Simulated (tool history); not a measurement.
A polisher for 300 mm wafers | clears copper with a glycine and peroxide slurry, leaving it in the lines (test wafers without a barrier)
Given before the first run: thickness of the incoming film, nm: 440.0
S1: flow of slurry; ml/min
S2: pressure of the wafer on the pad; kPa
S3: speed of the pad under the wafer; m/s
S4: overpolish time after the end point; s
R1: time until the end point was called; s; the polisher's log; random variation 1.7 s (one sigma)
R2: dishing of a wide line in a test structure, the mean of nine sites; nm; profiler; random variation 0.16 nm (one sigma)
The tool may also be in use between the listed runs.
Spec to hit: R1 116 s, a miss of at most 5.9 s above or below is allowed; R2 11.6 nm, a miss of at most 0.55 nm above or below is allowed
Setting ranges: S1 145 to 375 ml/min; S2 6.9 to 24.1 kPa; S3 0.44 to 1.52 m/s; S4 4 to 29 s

{"run": 1, "hour": 0.0, "S1": 240, "S2": 15.2, "S3": 0.98, "S4": 15, "R1": 100.07, "R2": 40.674}
{"run": 2, "hour": 8.6, "S1": 215, "S2": 13.1, "S3": 1, "S4": 12, "R1": 113.53, "R2": 31.69}
{"run": 3, "hour": 9.8, "S1": 215, "S2": 9.7, "S3": 1, "S4": 12, "R1": 135.34, "R2": 27.341}
{"run": 4, "hour": 18.5, "S1": 270, "S2": 9.7, "S3": 1, "S4": 12, "R1": 132.28, "R2": 27.247}
{"run": 5, "hour": 24.4, "S1": 295, "S2": 9, "S3": 1, "S4": 10, "R1": 136.01, "R2": 22.586}
{"run": 6, "hour": 25.7, "S1": 315, "S2": 8.3, "S3": 1.02, "S4": 9, "R1": 142.45, "R2": 20.008}
{"run": 7, "hour": 28.3, "S1": 330, "S2": 8.3, "S3": 1.08, "S4": 8, "R1": 132.79, "R2": 19.399}
{"run": 8, "hour": 34.2, "S1": 340, "S2": 8.3, "S3": 1.1, "S4": 7, "R1": 133.8, "R2": 16.67}
{"run": 9, "hour": 36.9, "S1": 350, "S2": 8.3, "S3": 1.18, "S4": 6, "R1": 129.02, "R2": 15.342}
{"run": 10, "hour": 43.8, "S1": 355, "S2": 8.3, "S3": 1.26, "S4": 6, "R1": 118.29, "R2": 16.194}
{"run": 11, "hour": 48.8, "S1": 360, "S2": 8.3, "S3": 1.28, "S4": 6, "R1": 119.55, "R2": 16.624}
{"run": 12, "hour": 51.8, "S1": 365, "S2": 8.3, "S3": 1.28, "S4": 6, "R1": 118.76, "R2": 16.341}
{"run": 13, "hour": 60.1, "S1": 365, "S2": 8.3, "S3": 1.3, "S4": 6, "R1": 119.62, "R2": 16.441}
{"run": 14, "hour": 65.7, "S1": 370, "S2": 7.6, "S3": 1.3, "S4": 5, "R1": 120.47, "R2": 13.331}

Of the 5 settings listed for the next run, only one would bring every result within its allowed miss of target. Which one?
{"run": "A", "hour": 71.3, "S1": 370, "S2": 8.3, "S3": 1.16, "S4": 5, "R1": "?", "R2": "?"}
{"run": "B", "hour": 71.3, "S1": 375, "S2": 6.9, "S3": 1.26, "S4": 5, "R1": "?", "R2": "?"}
{"run": "C", "hour": 71.3, "S1": 355, "S2": 6.9, "S3": 1.34, "S4": 5, "R1": "?", "R2": "?"}
{"run": "D", "hour": 71.3, "S1": 375, "S2": 7.6, "S3": 1.38, "S4": 4, "R1": "?", "R2": "?"}
{"run": "E", "hour": 71.3, "S1": 345, "S2": 6.9, "S3": 1.4, "S4": 5, "R1": "?", "R2": "?"}

move=A R1=124.66 R2=13.209
move=B R1=130.99 R2=12.579
move=C R1=125.94 R2=13.02
move=D R1=115.86 R2=11.475
move=E R1=122.32 R2=13.355
A: better than the last run, though not everything is in spec
B: better than the last run, though not everything is in spec
C: better than the last run, though not everything is in spec
D: in spec on every target
E: as far off as the last run
D is the move that brings every result within its allowed miss.

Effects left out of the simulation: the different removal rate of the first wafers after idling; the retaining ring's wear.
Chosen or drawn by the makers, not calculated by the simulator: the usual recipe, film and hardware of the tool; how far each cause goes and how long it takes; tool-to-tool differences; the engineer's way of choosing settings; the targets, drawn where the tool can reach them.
